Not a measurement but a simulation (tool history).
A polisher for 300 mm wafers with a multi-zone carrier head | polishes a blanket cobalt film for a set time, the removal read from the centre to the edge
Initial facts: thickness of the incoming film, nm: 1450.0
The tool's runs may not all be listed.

run,hour,flow of slurry (ml/min),pressure of the head's centre zone,pressure of the head's middle zone,pressure of the head's edge zone,polishing time (s),film removed at the wafer's centre (Å),film removed at mid-radius (Å),film removed at the wafer's edge (Å)
1,0.0,260,1.00,1.00,1.00,83,3619.3,3577.0,3723.5
2,4.1,315,1.00,1.00,1.00,83,3764.7,3616.8,3736.0
3,7.7,290,1.01,0.98,1.03,89,4000.4,3877.3,4003.7
4,13.1,290,1.01,0.98,1.03,105,4669.5,4540.0,4847.2
5,18.7,245,1.01,0.98,1.03,105,4635.9,4532.6,4770.4
6,21.5,250,1.00,0.94,1.06,106,4578.9,4339.6,4814.4
7,26.6,255,1.00,0.93,1.09,108,4624.0,4394.8,4956.1

Expected results for the next run?
8,33.6,260,1.02,0.87,1.19,113,?,?,?

film removed at the wafer's centre (Å): 4996.6
film removed at mid-radius (Å): 4365.4
film removed at the wafer's edge (Å): 5551.9
